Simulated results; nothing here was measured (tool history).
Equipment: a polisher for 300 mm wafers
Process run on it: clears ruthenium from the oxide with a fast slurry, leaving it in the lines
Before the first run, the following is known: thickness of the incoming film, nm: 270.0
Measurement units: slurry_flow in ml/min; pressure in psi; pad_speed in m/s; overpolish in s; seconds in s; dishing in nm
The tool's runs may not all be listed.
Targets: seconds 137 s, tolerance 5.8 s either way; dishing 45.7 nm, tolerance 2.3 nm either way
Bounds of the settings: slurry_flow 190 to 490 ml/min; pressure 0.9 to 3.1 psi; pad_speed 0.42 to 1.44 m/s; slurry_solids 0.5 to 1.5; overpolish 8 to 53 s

{"run": 1, "day": 0.0, "slurry_flow": 315, "pressure": 2, "pad_speed": 0.92, "slurry_solids": 1, "overpolish": 27, "seconds": 97.962, "dishing": 51.035}
{"run": 2, "day": 0.25, "slurry_flow": 315, "pressure": 1.9, "pad_speed": 0.92, "slurry_solids": 1, "overpolish": 28, "seconds": 100.51, "dishing": 49.926}
{"run": 3, "day": 0.429, "slurry_flow": 315, "pressure": 1.8, "pad_speed": 0.92, "slurry_solids": 1, "overpolish": 29, "seconds": 103.84, "dishing": 50.269}
{"run": 4, "day": 0.675, "slurry_flow": 315, "pressure": 1.7, "pad_speed": 0.92, "slurry_solids": 1, "overpolish": 30, "seconds": 105.76, "dishing": 50.923}
{"run": 5, "day": 0.9, "slurry_flow": 315, "pressure": 2.2, "pad_speed": 0.92, "slurry_solids": 1, "overpolish": 30, "seconds": 91.719, "dishing": 58.495}
{"run": 6, "day": 1.1, "slurry_flow": 315, "pressure": 2.2, "pad_speed": 1.02, "slurry_solids": 1, "overpolish": 30, "seconds": 83.184, "dishing": 62.79}
{"run": 7, "day": 1.158, "slurry_flow": 315, "pressure": 2.1, "pad_speed": 1, "slurry_solids": 1, "overpolish": 31, "seconds": 89.599, "dishing": 60.651}
{"run": 8, "day": 1.5, "slurry_flow": 315, "pressure": 2, "pad_speed": 1, "slurry_solids": 1, "overpolish": 31, "seconds": 91.825, "dishing": 60.914}
{"day": 1.704, "done": "slurry blender recalibrated"}
{"run": 9, "day": 1.704, "slurry_flow": 315, "pressure": 1.9, "pad_speed": 1, "slurry_solids": 1, "overpolish": 31, "seconds": 85.836, "dishing": 62.452}

Exactly one of the 4 candidate moves below puts every result within its allowed miss. Which one?
{"run": "A", "day": 1.908, "slurry_flow": 280, "pressure": 1.4, "pad_speed": 0.6, "slurry_solids": 1.3, "overpolish": 29, "seconds": "?", "dishing": "?"}
{"run": "B", "day": 1.908, "slurry_flow": 360, "pressure": 1.6, "pad_speed": 0.7, "slurry_solids": 0.95, "overpolish": 31, "seconds": "?", "dishing": "?"}
{"run": "C", "day": 1.908, "slurry_flow": 315, "pressure": 1.9, "pad_speed": 0.68, "slurry_solids": 0.85, "overpolish": 30, "seconds": "?", "dishing": "?"}
{"run": "D", "day": 1.908, "slurry_flow": 310, "pressure": 1.7, "pad_speed": 0.58, "slurry_solids": 0.95, "overpolish": 34, "seconds": "?", "dishing": "?"}

move=A seconds=138.01 dishing=39.92
move=B seconds=128.54 dishing=45.172
move=C seconds=124.22 dishing=45.229
move=D seconds=140.06 dishing=45.434
A: the worst result of the last run now meets its target, but another is out of spec
B: better than the last run, though not everything is in spec
C: better than the last run, though not everything is in spec
D: each result inside its tolerance
So the answer is move D, the one that meets all the targets.
